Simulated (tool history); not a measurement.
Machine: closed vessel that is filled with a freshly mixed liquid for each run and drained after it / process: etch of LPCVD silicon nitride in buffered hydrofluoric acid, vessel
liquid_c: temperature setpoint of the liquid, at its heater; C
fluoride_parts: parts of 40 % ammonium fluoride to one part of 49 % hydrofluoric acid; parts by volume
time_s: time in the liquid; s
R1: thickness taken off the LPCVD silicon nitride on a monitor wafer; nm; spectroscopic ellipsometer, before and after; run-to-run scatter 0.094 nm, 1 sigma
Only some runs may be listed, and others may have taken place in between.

{"run": 1, "hour": 0.0, "liquid_c": 21.0, "fluoride_parts": 8.5, "time_s": 1305, "R1": 17.604}
{"run": 2, "hour": 8.9, "liquid_c": 21.0, "fluoride_parts": 8.5, "time_s": 1305, "R1": 17.761}
{"run": 3, "hour": 10.1, "liquid_c": 21.0, "fluoride_parts": 10.5, "time_s": 1305, "R1": 14.821}
{"run": 4, "hour": 19.0, "liquid_c": 21.0, "fluoride_parts": 10.5, "time_s": 1305, "R1": 14.813}
{"run": 5, "hour": 20.7, "liquid_c": 21.0, "fluoride_parts": 9.0, "time_s": 1305, "R1": 16.59}
{"run": 6, "hour": 22.5, "liquid_c": 22.5, "fluoride_parts": 9.0, "time_s": 1305, "R1": 18.018}
{"run": 7, "hour": 26.7, "liquid_c": 24.0, "fluoride_parts": 9.0, "time_s": 1305, "R1": 19.707}

Run 8 has not been measured yet. What should we expect?
{"run": 8, "hour": 28.8, "liquid_c": 27.5, "fluoride_parts": 9.0, "time_s": 1305, "R1": "?"}

R1: 23.772 nm

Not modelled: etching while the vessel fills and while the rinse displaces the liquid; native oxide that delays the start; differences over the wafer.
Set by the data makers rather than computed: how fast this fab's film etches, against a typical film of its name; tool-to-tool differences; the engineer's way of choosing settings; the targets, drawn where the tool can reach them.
